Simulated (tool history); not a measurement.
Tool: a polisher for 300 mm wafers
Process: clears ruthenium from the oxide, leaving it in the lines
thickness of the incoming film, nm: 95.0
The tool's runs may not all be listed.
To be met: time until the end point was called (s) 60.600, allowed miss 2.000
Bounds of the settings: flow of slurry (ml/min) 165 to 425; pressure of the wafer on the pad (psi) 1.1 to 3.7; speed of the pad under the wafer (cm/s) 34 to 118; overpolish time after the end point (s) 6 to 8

run	hour	flow of slurry (ml/min)	pressure of the wafer on the pad (psi)	speed of the pad under the wafer (cm/s)	overpolish time after the end point (s)	time until the end point was called (s)
1	0.0	275	2.4	76	8	74.348
2	3.9	275	2.4	62	8	89.770
3	10.0	275	2.6	62	8	83.342
4	17.0	275	2.6	50	8	100.930
5	20.4	275	3.0	52	8	86.964
6	21.5	330	3.0	52	8	83.554
7	22.7	335	3.2	54	8	75.402
8	30.5	340	3.4	54	8	72.143
9	32.0	345	3.5	56	8	67.222
10	36.0	350	3.6	56	8	64.739

Which of these 5 next moves meets every target?
A	40.0	355	3.7	54	8	?
B	40.0	375	2.9	66	6	?
C	40.0	365	3.5	62	7	?
D	40.0	265	3.3	62	8	?
E	40.0	360	3.3	56	6	?

move	time until the end point was called (s)
A	65.661
B	68.403
C	60.583
D	66.118
E	70.849
A: further off than the last run
B: further off than the last run
C: meets every target
D: further off than the last run
E: further off than the last run
Move C is the one to make.

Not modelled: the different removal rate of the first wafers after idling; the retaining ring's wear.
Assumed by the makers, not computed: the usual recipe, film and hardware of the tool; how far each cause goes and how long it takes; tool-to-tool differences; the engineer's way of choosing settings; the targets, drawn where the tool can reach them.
